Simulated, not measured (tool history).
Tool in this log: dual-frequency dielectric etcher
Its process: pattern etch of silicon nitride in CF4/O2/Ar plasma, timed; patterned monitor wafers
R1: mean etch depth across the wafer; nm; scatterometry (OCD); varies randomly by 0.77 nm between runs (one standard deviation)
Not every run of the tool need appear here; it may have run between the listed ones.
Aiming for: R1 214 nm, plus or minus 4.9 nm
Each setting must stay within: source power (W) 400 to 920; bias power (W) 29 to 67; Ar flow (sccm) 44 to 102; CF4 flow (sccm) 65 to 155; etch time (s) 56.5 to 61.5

run 1 hour=0 | source_power_(W)=660 bias_power_(W)=48 Ar_flow_(sccm)=73 CF4_flow_(sccm)=110 etch_time_(s)=61.5 | R1=163.9
run 2 hour=7.2 | source_power_(W)=660 bias_power_(W)=48 Ar_flow_(sccm)=67 CF4_flow_(sccm)=110 etch_time_(s)=61.5 | R1=165.23
run 3 hour=7.9 | source_power_(W)=660 bias_power_(W)=48 Ar_flow_(sccm)=67 CF4_flow_(sccm)=110 etch_time_(s)=56.5 | R1=152.13
run 4 hour=11.3 | source_power_(W)=730 bias_power_(W)=49 Ar_flow_(sccm)=67 CF4_flow_(sccm)=110 etch_time_(s)=56.5 | R1=166.4
run 5 hour=16.3 | source_power_(W)=780 bias_power_(W)=51 Ar_flow_(sccm)=67 CF4_flow_(sccm)=111 etch_time_(s)=57 | R1=178.48
run 6 hour=19.7 | source_power_(W)=780 bias_power_(W)=46 Ar_flow_(sccm)=67 CF4_flow_(sccm)=111 etch_time_(s)=57 | R1=171.2
run 7 hour=27.6 | source_power_(W)=810 bias_power_(W)=48 Ar_flow_(sccm)=67 CF4_flow_(sccm)=112 etch_time_(s)=57.5 | R1=182.09
run 8 hour=28.1 | source_power_(W)=840 bias_power_(W)=50 Ar_flow_(sccm)=67 CF4_flow_(sccm)=113 etch_time_(s)=57.5 | R1=189.94
run 9 hour=31.6 | source_power_(W)=860 bias_power_(W)=51 Ar_flow_(sccm)=67 CF4_flow_(sccm)=114 etch_time_(s)=57.5 | R1=194.91
run 10 hour=34 | source_power_(W)=870 bias_power_(W)=52 Ar_flow_(sccm)=67 CF4_flow_(sccm)=115 etch_time_(s)=57.5 | R1=196.88
run 11 hour=35.6 | source_power_(W)=880 bias_power_(W)=53 Ar_flow_(sccm)=67 CF4_flow_(sccm)=115 etch_time_(s)=58 | R1=202.09
run 12 hour=42 | source_power_(W)=890 bias_power_(W)=54 Ar_flow_(sccm)=67 CF4_flow_(sccm)=115 etch_time_(s)=58 | R1=205.77
run 13 hour=49.8 | source_power_(W)=900 bias_power_(W)=54 Ar_flow_(sccm)=67 CF4_flow_(sccm)=115 etch_time_(s)=58 | R1=208.41

Of the 4 settings listed for the next run, only one would bring every result within its allowed miss of target. Which one?
run A hour=57.6 | source_power_(W)=900 bias_power_(W)=58 Ar_flow_(sccm)=44 CF4_flow_(sccm)=117 etch_time_(s)=56.5 | R1=?
run B hour=57.6 | source_power_(W)=820 bias_power_(W)=53 Ar_flow_(sccm)=74 CF4_flow_(sccm)=110 etch_time_(s)=61.5 | R1=?
run C hour=57.6 | source_power_(W)=850 bias_power_(W)=53 Ar_flow_(sccm)=79 CF4_flow_(sccm)=122 etch_time_(s)=59.5 | R1=?
run D hour=57.6 | source_power_(W)=910 bias_power_(W)=51 Ar_flow_(sccm)=69 CF4_flow_(sccm)=135 etch_time_(s)=57.5 | R1=?

move=A R1=213.57
move=B R1=198.95
move=C R1=198.01
move=D R1=203.11
A: each result inside its tolerance
B: the biggest miss grows against the last run
C: the biggest miss grows against the last run
D: the biggest miss grows against the last run
Move A is the one to make.
